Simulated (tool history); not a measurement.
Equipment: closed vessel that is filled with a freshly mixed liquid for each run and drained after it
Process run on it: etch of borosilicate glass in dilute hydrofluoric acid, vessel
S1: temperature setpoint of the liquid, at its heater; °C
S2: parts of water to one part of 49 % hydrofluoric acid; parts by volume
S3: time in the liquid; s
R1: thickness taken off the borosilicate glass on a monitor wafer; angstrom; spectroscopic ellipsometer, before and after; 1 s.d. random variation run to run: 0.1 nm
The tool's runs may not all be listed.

{"run": 1, "hour": 0.0, "S1": 21, "S2": 75, "S3": 35, "R1": 189.9}
{"run": 2, "hour": 1.0, "S1": 22, "S2": 75, "S3": 35, "R1": 198.47}
{"run": 3, "hour": 9.5, "S1": 22, "S2": 75, "S3": 35, "R1": 198.39}
{"run": 4, "hour": 10.7, "S1": 23, "S2": 75, "S3": 35, "R1": 204.06}
{"run": 5, "hour": 14.6, "S1": 23, "S2": 100, "S3": 35, "R1": 149.29}
{"run": 6, "hour": 20.9, "S1": 24.5, "S2": 95, "S3": 35, "R1": 167.25}
{"run": 7, "hour": 24.1, "S1": 25.5, "S2": 90, "S3": 35, "R1": 185.46}
{"run": 8, "hour": 29.5, "S1": 26.5, "S2": 90, "S3": 35, "R1": 192.21}
{"run": 9, "hour": 31.3, "S1": 27, "S2": 90, "S3": 35, "R1": 195.21}

Estimate the outcome of run 10 from the log above:
{"run": 10, "hour": 36.6, "S1": 27.5, "S2": 85, "S3": 35, "R1": "?"}

{"run 10": {"R1": 212.48}}
